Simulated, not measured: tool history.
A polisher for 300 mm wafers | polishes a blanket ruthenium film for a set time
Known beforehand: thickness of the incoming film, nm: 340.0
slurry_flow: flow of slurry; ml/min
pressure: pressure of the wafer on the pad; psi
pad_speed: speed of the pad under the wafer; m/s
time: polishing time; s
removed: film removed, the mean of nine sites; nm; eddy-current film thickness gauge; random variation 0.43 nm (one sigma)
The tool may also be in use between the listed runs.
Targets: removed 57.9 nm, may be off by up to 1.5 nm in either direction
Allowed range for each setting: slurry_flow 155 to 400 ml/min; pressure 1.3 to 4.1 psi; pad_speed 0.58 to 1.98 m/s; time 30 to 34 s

run,hour,slurry_flow,pressure,pad_speed,time,removed
1,0,255,2.7,1.28,34,72.036
2,6.6,255,2.7,1.16,34,65.714
3,11,280,2.7,1.16,34,66.288
4,14.5,280,2.6,1.16,34,64.003
5,17.6,275,2.6,1.16,34,64.743
6,18.4,275,2.2,1.16,34,54.989
7,22.1,280,2.2,1.16,34,54.81
8,23.3,285,2.2,1.16,34,54.858

Consider the 4 candidate settings below. Which is the only one whose results all fall within their allowed miss of target?
A,24.5,285,2.2,1.2,30,?
B,24.5,235,2.4,1.26,33,?
C,24.5,325,2.3,1.3,31,?
D,24.5,225,1.8,1.36,34,?

move,removed
A,49.851
B,61.684
C,58.614
D,51.744
A: its largest miss is bigger than the last run's
B: carries the result that was furthest off beyond its target, to the other side
C: hits every target within its allowed miss
D: its largest miss is bigger than the last run's
Move C is the one to make.
